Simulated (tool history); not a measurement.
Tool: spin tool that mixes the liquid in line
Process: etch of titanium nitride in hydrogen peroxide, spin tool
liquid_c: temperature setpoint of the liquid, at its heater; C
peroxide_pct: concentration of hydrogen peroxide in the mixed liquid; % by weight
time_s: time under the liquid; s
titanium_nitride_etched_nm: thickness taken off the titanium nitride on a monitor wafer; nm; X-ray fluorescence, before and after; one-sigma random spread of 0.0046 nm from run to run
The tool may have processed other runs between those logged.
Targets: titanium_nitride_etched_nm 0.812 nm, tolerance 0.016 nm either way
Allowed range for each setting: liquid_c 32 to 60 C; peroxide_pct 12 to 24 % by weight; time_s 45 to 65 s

run  hour  liquid_c  peroxide_pct  time_s  titanium_nitride_etched_nm
  1     0        44            16      65                      1.3598
  2   5.3        42            16      65                      1.1755
  3  13.5        49            16      65                      1.9707
  4  15.7        49            16      45                       1.374
  5  23.1        49            16      65                      1.9567
  6  25.6        49          14.5      65                      1.9228
  7  27.2        45          14.5      65                       1.441
  8  29.4        42          14.5      65                      1.1522
  9  35.2      40.5          14.5      65                      1.0213
 10  42.8      39.5          14.5      65                     0.94234
 11  45.1        39          14.5      65                     0.91531
 12  46.6      38.5          14.5      65                      0.8771
 13  55.6        38          14.5      65                     0.84612

Exercise: of the 4 proposed moves below, exactly one satisfies all targets within the stated allowed misses. Which move is it?
  A  64.6      38.5          15.5      65                           ?
  B  64.6        39          12.5      65                           ?
  C  64.6        42          16.5      45                           ?
  D  64.6      38.5            13      65                           ?

move  titanium_nitride_etched_nm
   A                     0.88936
   B                     0.88373
   C                      0.8163
   D                     0.85712
A: the biggest miss grows against the last run
B: the biggest miss grows against the last run
C: each result inside its tolerance
D: the biggest miss grows against the last run
C meets every target.
